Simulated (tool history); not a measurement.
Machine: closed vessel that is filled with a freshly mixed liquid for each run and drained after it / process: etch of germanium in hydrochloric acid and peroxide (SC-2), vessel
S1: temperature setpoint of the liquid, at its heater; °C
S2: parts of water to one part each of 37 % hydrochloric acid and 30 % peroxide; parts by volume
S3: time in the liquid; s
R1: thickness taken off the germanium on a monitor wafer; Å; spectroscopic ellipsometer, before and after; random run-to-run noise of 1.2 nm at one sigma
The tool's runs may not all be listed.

run,hour,S1,S2,S3,R1
1,0,54,11.5,100,2243.1
2,6.9,54,11.5,100,2252.4
3,10,55.5,11.5,100,2341.7
4,12.7,61,11.5,100,2738.8
5,15.4,61.5,11.5,100,2794.7
6,21.6,61.5,11.5,100,2774.8

Expected results for the next run?
7,22.7,62,11.5,100,?

R1: 2850.6 Å
